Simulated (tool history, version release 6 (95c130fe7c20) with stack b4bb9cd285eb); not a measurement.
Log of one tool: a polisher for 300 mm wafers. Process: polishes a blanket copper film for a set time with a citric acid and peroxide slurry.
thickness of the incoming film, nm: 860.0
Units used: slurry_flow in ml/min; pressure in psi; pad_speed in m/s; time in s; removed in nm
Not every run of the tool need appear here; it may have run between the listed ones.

run	hour	slurry_flow	pressure	pad_speed	slurry_solids	time	removed
1	0	295	2	1.12	1	36	62.878
2	0.9	295	2	1.12	1	32	55.439
3	6.4	295	2.3	1.12	1	32	60.666
4	7.1	295	2.5	1.18	1	32	68.696
5	15.4	295	2.7	1.2	1	32	76.256
6	16.9	295	3	1.2	1	32	80.136

The next listed run, before its measurement:
7	25.3	295	3	1.22	1	32	?

{"run 7": {"removed": 81.728}}

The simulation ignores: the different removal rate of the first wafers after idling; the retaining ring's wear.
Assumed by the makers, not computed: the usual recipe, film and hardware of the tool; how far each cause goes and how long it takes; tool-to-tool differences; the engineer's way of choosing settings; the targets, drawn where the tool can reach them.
